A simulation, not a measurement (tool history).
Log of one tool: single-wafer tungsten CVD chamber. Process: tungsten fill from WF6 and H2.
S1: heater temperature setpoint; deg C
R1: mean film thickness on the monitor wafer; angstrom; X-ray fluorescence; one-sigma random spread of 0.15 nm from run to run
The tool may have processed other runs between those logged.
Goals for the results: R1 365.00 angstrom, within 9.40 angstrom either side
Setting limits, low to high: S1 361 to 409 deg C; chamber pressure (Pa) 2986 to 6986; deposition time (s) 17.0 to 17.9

Run 1, hour 0.0: S1 385 deg C, chamber pressure (Pa) 4986, deposition time (s) 17.9. Result: R1 396.66 angstrom.
Run 2, hour 6.7: S1 383 deg C, chamber pressure (Pa) 4973, deposition time (s) 17.9. Result: R1 385.94 angstrom.
Run 3, hour 10.4: S1 375 deg C, chamber pressure (Pa) 4973, deposition time (s) 17.9. Result: R1 329.17 angstrom.
Run 4, hour 13.5: S1 376 deg C, chamber pressure (Pa) 4973, deposition time (s) 17.9. Result: R1 334.96 angstrom.
Run 5, hour 14.3: S1 377 deg C, chamber pressure (Pa) 4973, deposition time (s) 17.9. Result: R1 341.56 angstrom.
Run 6, hour 20.1: S1 377 deg C, chamber pressure (Pa) 4280, deposition time (s) 17.9. Result: R1 327.49 angstrom.
At hour 21.0: thermocouple changed; heater temperature recalibrated.
Run 7, hour 21.0: S1 383 deg C, chamber pressure (Pa) 4333, deposition time (s) 17.9. Result: R1 408.89 angstrom.
Run 8, hour 25.4: S1 382 deg C, chamber pressure (Pa) 4333, deposition time (s) 17.9. Result: R1 404.03 angstrom.
Run 9, hour 32.4: S1 380 deg C, chamber pressure (Pa) 4346, deposition time (s) 17.9. Result: R1 384.43 angstrom.
Run 10, hour 40.6: S1 379 deg C, chamber pressure (Pa) 4360, deposition time (s) 17.9. Result: R1 379.63 angstrom.

Exercise: of the 4 proposed moves below, exactly one satisfies all targets within the stated allowed misses. Which move is it?
Run A, hour 48.8: S1 384 deg C, chamber pressure (Pa) 3426, deposition time (s) 17.9. Result: R1 ?.
Run B, hour 48.8: S1 380 deg C, chamber pressure (Pa) 5040, deposition time (s) 17.5. Result: R1 ?.
Run C, hour 48.8: S1 382 deg C, chamber pressure (Pa) 4266, deposition time (s) 17.1. Result: R1 ?.
Run D, hour 48.8: S1 379 deg C, chamber pressure (Pa) 3746, deposition time (s) 17.9. Result: R1 ?.

move      R1
   A  386.09
   B  395.46
   C  380.08
   D  360.47
A: misses by more than the last run did
B: misses by more than the last run did
C: about the same distance from the targets as the last run
D: all results land within tolerance of their targets
So the answer is move D, the one that meets all the targets.
